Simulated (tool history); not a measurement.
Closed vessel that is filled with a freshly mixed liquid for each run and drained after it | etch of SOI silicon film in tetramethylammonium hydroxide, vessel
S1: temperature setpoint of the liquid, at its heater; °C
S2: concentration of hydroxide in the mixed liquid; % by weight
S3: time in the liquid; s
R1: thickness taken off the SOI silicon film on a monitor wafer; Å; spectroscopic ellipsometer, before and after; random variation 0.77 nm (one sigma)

{"run": 1, "hour": 0.0, "S1": 68.0, "S2": 14.5, "S3": 30, "R1": 1379.7}
{"run": 2, "hour": 4.7, "S1": 66.5, "S2": 14.5, "S3": 30, "R1": 1254.8}
{"run": 3, "hour": 7.0, "S1": 66.5, "S2": 14.5, "S3": 30, "R1": 1254.1}
{"run": 4, "hour": 12.5, "S1": 66.5, "S2": 14.5, "S3": 30, "R1": 1265.8}
{"run": 5, "hour": 13.5, "S1": 66.5, "S2": 14.5, "S3": 30, "R1": 1256.6}
{"run": 6, "hour": 21.0, "S1": 66.5, "S2": 14.5, "S3": 30, "R1": 1252.7}
{"run": 7, "hour": 26.2, "S1": 65.0, "S2": 14.5, "S3": 30, "R1": 1149.0}
{"run": 8, "hour": 30.9, "S1": 64.0, "S2": 14.5, "S3": 30, "R1": 1086.0}
{"run": 9, "hour": 37.4, "S1": 63.0, "S2": 14.5, "S3": 30, "R1": 1027.7}

Run 10 comes next. What will it give?
{"run": 10, "hour": 44.7, "S1": 58.0, "S2": 14.5, "S3": 30, "R1": "?"}

R1: 758.95 Å
